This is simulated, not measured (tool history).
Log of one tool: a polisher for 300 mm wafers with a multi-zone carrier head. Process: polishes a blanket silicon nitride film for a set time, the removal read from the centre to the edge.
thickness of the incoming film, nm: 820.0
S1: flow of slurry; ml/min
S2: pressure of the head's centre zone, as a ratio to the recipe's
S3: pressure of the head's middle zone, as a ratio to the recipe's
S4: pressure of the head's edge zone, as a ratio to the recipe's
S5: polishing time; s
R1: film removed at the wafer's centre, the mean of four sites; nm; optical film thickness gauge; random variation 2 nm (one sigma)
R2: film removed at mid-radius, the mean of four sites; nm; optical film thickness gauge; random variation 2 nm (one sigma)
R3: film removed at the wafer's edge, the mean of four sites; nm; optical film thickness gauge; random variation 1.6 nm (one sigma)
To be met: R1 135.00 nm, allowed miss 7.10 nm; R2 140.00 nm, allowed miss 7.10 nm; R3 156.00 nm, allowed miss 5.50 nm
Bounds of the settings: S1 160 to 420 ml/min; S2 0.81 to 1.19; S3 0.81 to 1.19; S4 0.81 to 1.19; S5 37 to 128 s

run 1 hour=0.0 | S1=270 S2=1.00 S3=1.00 S4=1.00 S5=82 | R1=129.31 R2=130.83 R3=132.70
run 2 hour=2.9 | S1=270 S2=0.99 S3=1.00 S4=1.04 S5=84 | R1=131.20 R2=134.46 R3=137.58
run 3 hour=3.8 | S1=270 S2=1.04 S3=1.00 S4=1.04 S5=84 | R1=133.35 R2=134.64 R3=141.58
run 4 hour=11.8 | S1=270 S2=1.05 S3=1.01 S4=1.07 S5=84 | R1=136.70 R2=131.85 R3=138.03
run 5 hour=17.7 | S1=270 S2=1.05 S3=1.01 S4=1.04 S5=84 | R1=137.38 R2=136.94 R3=139.76
run 6 hour=18.3 | S1=325 S2=1.05 S3=1.01 S4=1.04 S5=84 | R1=140.45 R2=136.94 R3=140.96
run 7 hour=22.9 | S1=315 S2=1.01 S3=1.00 S4=1.06 S5=86 | R1=139.74 R2=142.75 R3=147.44
run 8 hour=26.9 | S1=315 S2=1.00 S3=0.98 S4=1.08 S5=86 | R1=138.00 R2=136.12 R3=146.58
run 9 hour=33.8 | S1=315 S2=0.98 S3=0.98 S4=1.10 S5=87 | R1=136.28 R2=137.81 R3=148.89

Which of these 4 next moves meets every target?
run A hour=40.7 | S1=295 S2=0.91 S3=0.94 S4=1.15 S5=91 | R1=? R2=? R3=?
run B hour=40.7 | S1=300 S2=1.04 S3=0.86 S4=1.19 S5=82 | R1=? R2=? R3=?
run C hour=40.7 | S1=270 S2=0.98 S3=1.01 S4=1.10 S5=87 | R1=? R2=? R3=?
run D hour=40.7 | S1=395 S2=1.03 S3=0.92 S4=1.09 S5=90 | R1=? R2=? R3=?

move=A R1=136.28 R2=140.77 R3=156.40
move=B R1=134.77 R2=120.59 R3=143.15
move=C R1=135.77 R2=139.28 R3=145.90
move=D R1=150.67 R2=140.79 R3=154.38
A: meets every target
B: further off than the last run
C: further off than the last run
D: brings the result that was furthest off to its target, and leaves another outside
Answer: A
